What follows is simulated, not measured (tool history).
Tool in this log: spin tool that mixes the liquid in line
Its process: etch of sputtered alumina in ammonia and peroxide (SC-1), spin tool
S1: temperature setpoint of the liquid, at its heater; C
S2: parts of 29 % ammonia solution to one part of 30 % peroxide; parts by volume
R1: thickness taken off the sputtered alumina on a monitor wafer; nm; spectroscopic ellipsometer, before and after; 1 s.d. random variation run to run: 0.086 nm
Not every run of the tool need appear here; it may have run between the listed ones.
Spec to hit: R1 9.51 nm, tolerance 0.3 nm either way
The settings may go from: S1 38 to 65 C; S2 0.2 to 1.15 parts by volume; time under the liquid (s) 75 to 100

run 1 hour=0 | S1=49 S2=0.65 time_under_the_liquid_(s)=100 | R1=5.9614
run 2 hour=6.7 | S1=49 S2=0.65 time_under_the_liquid_(s)=100 | R1=5.9817
run 3 hour=15 | S1=44.5 S2=0.65 time_under_the_liquid_(s)=100 | R1=4.6269
run 4 hour=15.8 | S1=44.5 S2=0.65 time_under_the_liquid_(s)=75 | R1=3.4521
run 5 hour=17.8 | S1=51 S2=0.65 time_under_the_liquid_(s)=75 | R1=5.0648
run 6 hour=19.9 | S1=54 S2=0.65 time_under_the_liquid_(s)=75 | R1=5.9312
run 7 hour=25.7 | S1=56.5 S2=0.65 time_under_the_liquid_(s)=75 | R1=6.7635
run 8 hour=26.4 | S1=58.5 S2=0.65 time_under_the_liquid_(s)=75 | R1=7.453
run 9 hour=33.7 | S1=60 S2=0.65 time_under_the_liquid_(s)=75 | R1=7.9759
run 10 hour=34.4 | S1=64 S2=0.65 time_under_the_liquid_(s)=75 | R1=9.701

Next run, 4 choices. One meets every target within its allowed miss, the rest don't. Which?
run A hour=35.1 | S1=62 S2=0.65 time_under_the_liquid_(s)=75 | R1=?
run B hour=35.1 | S1=64.5 S2=0.7 time_under_the_liquid_(s)=75 | R1=?
run C hour=35.1 | S1=59.5 S2=0.6 time_under_the_liquid_(s)=90 | R1=?
run D hour=35.1 | S1=59.5 S2=0.9 time_under_the_liquid_(s)=95 | R1=?

move=A R1=8.8515
move=B R1=10.106
move=C R1=9.278
move=D R1=10.176
A: moves the result that the last run missed by most past its target, out the other side
B: further off than the last run
C: in spec on every target
D: further off than the last run
Correct choice: C, which meets every target
